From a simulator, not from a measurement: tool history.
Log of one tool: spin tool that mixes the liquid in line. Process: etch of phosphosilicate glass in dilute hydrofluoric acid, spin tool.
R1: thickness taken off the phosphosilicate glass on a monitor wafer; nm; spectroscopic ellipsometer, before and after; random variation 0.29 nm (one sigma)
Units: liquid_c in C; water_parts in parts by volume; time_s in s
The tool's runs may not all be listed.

run 1 hour=0 | liquid_c=24 water_parts=265 time_s=55 | R1=29.113
run 2 hour=5.2 | liquid_c=26.5 water_parts=250 time_s=55 | R1=34.485
run 3 hour=10.3 | liquid_c=26.5 water_parts=250 time_s=60 | R1=37.352
run 4 hour=12.9 | liquid_c=26.5 water_parts=250 time_s=60 | R1=37.707
run 5 hour=20.2 | liquid_c=28 water_parts=245 time_s=60 | R1=40.555
run 6 hour=25.9 | liquid_c=28 water_parts=245 time_s=60 | R1=40.565
run 7 hour=32.7 | liquid_c=29 water_parts=240 time_s=60 | R1=43.123

The next listed run, before its measurement:
run 8 hour=35.2 | liquid_c=29.5 water_parts=240 time_s=60 | R1=?

{"run 8": {"R1": 43.677}}

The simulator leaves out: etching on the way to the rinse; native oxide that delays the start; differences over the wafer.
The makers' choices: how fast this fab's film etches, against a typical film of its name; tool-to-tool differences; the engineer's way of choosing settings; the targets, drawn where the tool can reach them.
